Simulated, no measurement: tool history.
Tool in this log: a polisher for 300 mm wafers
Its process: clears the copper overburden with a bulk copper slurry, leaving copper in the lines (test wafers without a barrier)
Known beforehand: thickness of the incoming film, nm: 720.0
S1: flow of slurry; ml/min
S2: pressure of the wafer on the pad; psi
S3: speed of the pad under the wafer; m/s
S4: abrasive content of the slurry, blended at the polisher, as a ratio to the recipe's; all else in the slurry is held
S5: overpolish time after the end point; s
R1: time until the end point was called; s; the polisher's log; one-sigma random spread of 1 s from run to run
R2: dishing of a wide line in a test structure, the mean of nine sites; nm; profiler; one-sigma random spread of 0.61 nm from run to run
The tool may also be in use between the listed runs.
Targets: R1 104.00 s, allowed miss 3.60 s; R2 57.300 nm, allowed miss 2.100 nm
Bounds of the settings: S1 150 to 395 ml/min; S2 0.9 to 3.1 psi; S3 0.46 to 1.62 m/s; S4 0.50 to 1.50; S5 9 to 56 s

run 1 day=0.000 | S1=250 S2=2.0 S3=1.04 S4=1.00 S5=29 | R1=131.77 R2=68.540
run 2 day=0.288 | S1=250 S2=2.0 S3=1.04 S4=0.85 S5=29 | R1=135.45 R2=67.136
run 3 day=0.600 | S1=280 S2=2.0 S3=1.04 S4=0.85 S5=29 | R1=134.00 R2=68.063
run 4 day=0.838 | S1=280 S2=2.0 S3=1.04 S4=1.05 S5=29 | R1=131.06 R2=68.850
run 5 day=1.204 | S1=280 S2=2.1 S3=1.06 S4=1.05 S5=23 | R1=120.03 R2=62.517
run 6 day=1.538 | S1=335 S2=2.1 S3=1.06 S4=1.05 S5=23 | R1=119.77 R2=64.805
run 7 day=1.871 | S1=335 S2=2.2 S3=1.06 S4=1.05 S5=20 | R1=112.76 R2=62.045
run 8 day=2.012 | S1=335 S2=2.2 S3=1.06 S4=1.05 S5=18 | R1=113.08 R2=56.690

Below are 5 possible settings for the next run. Only one of them brings all results inside the allowed miss of their targets. Which is it?
run A day=2.154 | S1=240 S2=1.7 S3=1.28 S4=1.25 S5=20 | R1=? R2=?
run B day=2.154 | S1=320 S2=2.2 S3=0.98 S4=1.15 S5=19 | R1=? R2=?
run C day=2.154 | S1=305 S2=2.8 S3=0.90 S4=1.20 S5=16 | R1=? R2=?
run D day=2.154 | S1=335 S2=1.9 S3=1.18 S4=1.00 S5=19 | R1=? R2=?
run E day=2.154 | S1=305 S2=2.2 S3=0.96 S4=1.10 S5=19 | R1=? R2=?

move=A R1=118.78 R2=56.711
move=B R1=119.73 R2=56.774
move=C R1=103.37 R2=57.505
move=D R1=116.94 R2=56.460
move=E R1=123.68 R2=55.609
A: its largest miss is bigger than the last run's
B: its largest miss is bigger than the last run's
C: all results in spec
D: its largest miss is bigger than the last run's
E: its largest miss is bigger than the last run's
C is the move that brings every result within its allowed miss.

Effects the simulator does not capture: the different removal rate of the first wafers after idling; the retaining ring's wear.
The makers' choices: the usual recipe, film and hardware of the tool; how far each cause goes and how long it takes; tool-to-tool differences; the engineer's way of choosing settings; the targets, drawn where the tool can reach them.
